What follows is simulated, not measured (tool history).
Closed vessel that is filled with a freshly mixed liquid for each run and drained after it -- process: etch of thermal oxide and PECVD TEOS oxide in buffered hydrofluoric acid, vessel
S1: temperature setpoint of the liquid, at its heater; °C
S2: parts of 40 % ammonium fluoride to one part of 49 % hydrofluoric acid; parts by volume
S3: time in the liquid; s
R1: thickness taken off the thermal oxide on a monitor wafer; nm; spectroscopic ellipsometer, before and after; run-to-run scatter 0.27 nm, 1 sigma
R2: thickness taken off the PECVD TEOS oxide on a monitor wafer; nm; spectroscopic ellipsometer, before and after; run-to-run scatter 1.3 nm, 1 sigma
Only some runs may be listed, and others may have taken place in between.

Run 1, day 0.000: S1 25.0 °C, S2 13.5 parts by volume, S3 60 s. Result: R1 51.005 nm, R2 77.534 nm.
Run 2, day 0.258: S1 25.0 °C, S2 15.5 parts by volume, S3 60 s. Result: R1 44.499 nm, R2 69.062 nm.
Run 3, day 0.462: S1 26.0 °C, S2 15.0 parts by volume, S3 60 s. Result: R1 48.592 nm, R2 73.667 nm.
Run 4, day 0.638: S1 26.5 °C, S2 14.0 parts by volume, S3 60 s. Result: R1 52.970 nm, R2 79.836 nm.
Run 5, day 0.975: S1 26.5 °C, S2 14.0 parts by volume, S3 75 s. Result: R1 66.380 nm, R2 103.070 nm.
Run 6, day 1.333: S1 27.0 °C, S2 14.0 parts by volume, S3 75 s. Result: R1 68.433 nm, R2 105.880 nm.

Expected results for the next run?
Run 7, day 1.650: S1 31.0 °C, S2 14.0 parts by volume, S3 75 s. Result: R1 ?, R2 ?.

Logged for run 7: R1 84.130 nm, R2 128.050 nm.
